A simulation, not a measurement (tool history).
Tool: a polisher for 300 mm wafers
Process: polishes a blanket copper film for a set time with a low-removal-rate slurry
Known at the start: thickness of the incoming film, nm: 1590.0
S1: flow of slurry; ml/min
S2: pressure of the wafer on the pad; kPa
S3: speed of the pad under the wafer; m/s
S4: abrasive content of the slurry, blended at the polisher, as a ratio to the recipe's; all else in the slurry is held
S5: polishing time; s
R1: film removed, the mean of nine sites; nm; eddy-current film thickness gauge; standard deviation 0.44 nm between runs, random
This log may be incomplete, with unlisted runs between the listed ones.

run	hour	S1	S2	S3	S4	S5	R1
1	0	255	18.6	1.14	1	55	143.59
2	0.9	255	18.6	1.14	1	58	152.17
3	2.3	255	17.2	1.08	1	58	134.18
4	11.1	310	17.2	1.08	1	58	135.85
5	13.2	310	15.9	1.02	1	58	119.1
6	18.2	310	15.9	1.02	1	58	120.47
7	23.4	310	14.5	0.96	1	58	103.45
8	26.2	310	13.8	0.94	1	58	96.536

Estimate the outcome of run 9 from the log above:
9	29.4	305	13.1	0.92	1	58	?

{"run 9": {"R1": 90.036}}
